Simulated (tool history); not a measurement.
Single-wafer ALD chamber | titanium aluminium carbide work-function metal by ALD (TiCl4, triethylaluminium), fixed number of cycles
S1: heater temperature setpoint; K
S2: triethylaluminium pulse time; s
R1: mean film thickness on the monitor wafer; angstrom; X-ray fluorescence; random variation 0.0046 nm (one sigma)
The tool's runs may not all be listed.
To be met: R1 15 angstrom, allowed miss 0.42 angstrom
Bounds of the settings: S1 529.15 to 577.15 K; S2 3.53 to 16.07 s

run 1 hour=0 | S1=553.15 S2=9.8 | R1=17.391
run 2 hour=3 | S1=547.15 S2=8.76 | R1=16.527
run 3 hour=11.5 | S1=542.15 S2=8.76 | R1=16.077
run 4 hour=19.8 | S1=539.15 S2=8.43 | R1=15.798
run 5 hour=23.5 | S1=539.15 S2=10.22 | R1=16.129
run 6 hour=26.2 | S1=536.15 S2=9.81 | R1=15.809
run 7 hour=28.2 | S1=534.15 S2=9.49 | R1=15.547
run 8 hour=37 | S1=533.15 S2=9.29 | R1=15.447

Which of these 4 next moves meets every target?
run A hour=45.8 | S1=539.15 S2=8.62 | R1=?
run B hour=45.8 | S1=543.15 S2=8.92 | R1=?
run C hour=45.8 | S1=543.15 S2=10.38 | R1=?
run D hour=45.8 | S1=529.15 S2=9.89 | R1=?

move=A R1=15.89
move=B R1=16.31
move=C R1=16.544
move=D R1=15.209
A: further off than the last run
B: further off than the last run
C: further off than the last run
D: meets every target
Answer: D
